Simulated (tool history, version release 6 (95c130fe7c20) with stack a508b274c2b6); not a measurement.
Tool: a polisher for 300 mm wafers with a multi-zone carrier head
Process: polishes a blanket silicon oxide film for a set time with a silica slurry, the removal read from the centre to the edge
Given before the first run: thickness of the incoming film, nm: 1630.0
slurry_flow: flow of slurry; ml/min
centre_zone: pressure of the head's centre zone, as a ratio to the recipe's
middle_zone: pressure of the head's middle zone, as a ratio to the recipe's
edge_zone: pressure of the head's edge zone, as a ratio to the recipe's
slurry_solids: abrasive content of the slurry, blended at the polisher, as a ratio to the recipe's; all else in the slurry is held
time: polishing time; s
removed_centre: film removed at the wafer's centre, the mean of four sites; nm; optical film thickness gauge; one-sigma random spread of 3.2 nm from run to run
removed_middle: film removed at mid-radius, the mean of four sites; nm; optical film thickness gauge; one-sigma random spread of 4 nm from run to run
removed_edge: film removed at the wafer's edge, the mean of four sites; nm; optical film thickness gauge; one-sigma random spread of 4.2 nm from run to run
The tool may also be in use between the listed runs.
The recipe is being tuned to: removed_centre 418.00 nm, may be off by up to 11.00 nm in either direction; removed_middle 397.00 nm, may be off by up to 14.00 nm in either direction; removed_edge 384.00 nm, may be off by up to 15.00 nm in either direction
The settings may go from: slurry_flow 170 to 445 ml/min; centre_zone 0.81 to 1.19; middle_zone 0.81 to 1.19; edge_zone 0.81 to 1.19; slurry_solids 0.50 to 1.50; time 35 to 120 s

run,hour,slurry_flow,centre_zone,middle_zone,edge_zone,slurry_solids,time,removed_centre,removed_middle,removed_edge
1,0.0,285,1.00,1.00,1.00,1.00,77,306.32,301.00,302.81
2,3.7,285,1.00,1.00,1.00,0.85,77,292.81,292.35,280.59
3,8.6,225,1.00,1.00,1.00,0.85,77,283.81,280.67,277.37
4,11.7,225,1.00,0.91,1.00,0.85,77,280.55,263.58,285.89
5,17.0,240,1.02,0.97,1.02,1.00,77,306.82,293.71,296.90
6,23.1,240,1.02,0.91,1.02,1.00,77,306.43,279.04,301.57
7,27.7,250,1.03,0.95,1.03,1.15,78,326.24,303.76,310.72
8,29.8,270,1.03,0.96,1.05,1.25,80,343.04,320.69,336.26
9,32.8,280,1.05,0.99,1.06,1.30,81,361.23,342.38,348.88

Exactly one of the 5 candidate moves below puts every result within its allowed miss. Which one?
A,35.8,215,1.19,0.93,0.96,1.30,80,?,?,?
B,35.8,265,1.02,0.97,1.05,1.30,74,?,?,?
C,35.8,250,1.03,0.97,0.94,1.35,95,?,?,?
D,35.8,295,1.00,0.85,1.05,1.30,78,?,?,?
E,35.8,190,0.96,0.97,1.19,1.20,92,?,?,?

move,removed_centre,removed_middle,removed_edge
A,391.85,302.72,313.51
B,320.69,298.88,309.41
C,416.63,384.86,378.38
D,335.64,285.84,329.75
E,346.88,345.73,386.32
A: the biggest miss grows against the last run
B: the biggest miss grows against the last run
C: every result lands within tolerance
D: the biggest miss grows against the last run
E: the biggest miss grows against the last run
The right move is C.

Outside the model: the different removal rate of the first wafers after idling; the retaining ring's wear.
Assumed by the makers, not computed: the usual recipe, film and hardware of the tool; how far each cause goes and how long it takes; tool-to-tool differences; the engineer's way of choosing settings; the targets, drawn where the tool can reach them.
